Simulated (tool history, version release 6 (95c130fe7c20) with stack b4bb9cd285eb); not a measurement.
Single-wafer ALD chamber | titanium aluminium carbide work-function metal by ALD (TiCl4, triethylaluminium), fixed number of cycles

run  hour  heater temperature setpoint (deg C)  triethylaluminium pulse time (s)  mean film thickness on the monitor wafer (angstrom)
  1   0.0                                  285                             14.58                                               18.102
  2   7.7                                  275                             14.58                                               17.166
  3  11.4                                  283                             14.58                                               17.681
  4  14.2                                  290                             14.58                                               18.290
  5  22.3                                  286                             14.17                                               18.032
  6  23.9                                  282                             13.96                                               17.759
  7  31.5                                  279                             14.03                                               17.398
  8  36.6                                  277                             13.83                                               17.086
  9  45.2                                  276                             13.70                                               17.178

The next listed run, before its measurement:
 10  51.5                                  264                             12.80                                                    ?

mean film thickness on the monitor wafer (angstrom): 16.019

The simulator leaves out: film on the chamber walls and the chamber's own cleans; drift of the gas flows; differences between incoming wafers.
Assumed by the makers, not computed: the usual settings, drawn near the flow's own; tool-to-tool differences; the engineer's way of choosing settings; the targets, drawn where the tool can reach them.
